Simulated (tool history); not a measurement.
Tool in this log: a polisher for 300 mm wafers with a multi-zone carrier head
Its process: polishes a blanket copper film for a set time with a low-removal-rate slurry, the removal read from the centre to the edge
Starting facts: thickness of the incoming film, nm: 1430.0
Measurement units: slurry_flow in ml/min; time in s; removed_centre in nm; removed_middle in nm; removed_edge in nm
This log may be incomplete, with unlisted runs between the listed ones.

run	day	slurry_flow	centre_zone	middle_zone	edge_zone	slurry_solids	time	removed_centre	removed_middle	removed_edge
1	0.000	195	1.00	1.00	1.00	1.00	47	191.29	189.78	189.16
2	0.138	195	1.00	1.00	0.95	1.00	47	188.96	192.58	188.40
3	0.338	200	0.98	1.02	0.96	1.10	48	199.13	200.03	197.40
4	0.579	200	0.95	1.05	0.96	1.15	50	195.30	216.35	206.51
5	0.954	205	0.95	1.07	0.97	1.25	51	208.49	228.41	217.88
6	1.092	180	0.95	1.07	0.97	1.25	51	208.49	222.73	216.70
7	1.354	190	0.95	1.09	0.98	1.30	51	204.83	225.69	218.10

Run 8 is up next; what results do you expect?
8	1.708	190	0.95	1.09	0.98	1.30	51	?	?	?

removed_centre: 203.57 nm
removed_middle: 226.82 nm
removed_edge: 218.80 nm
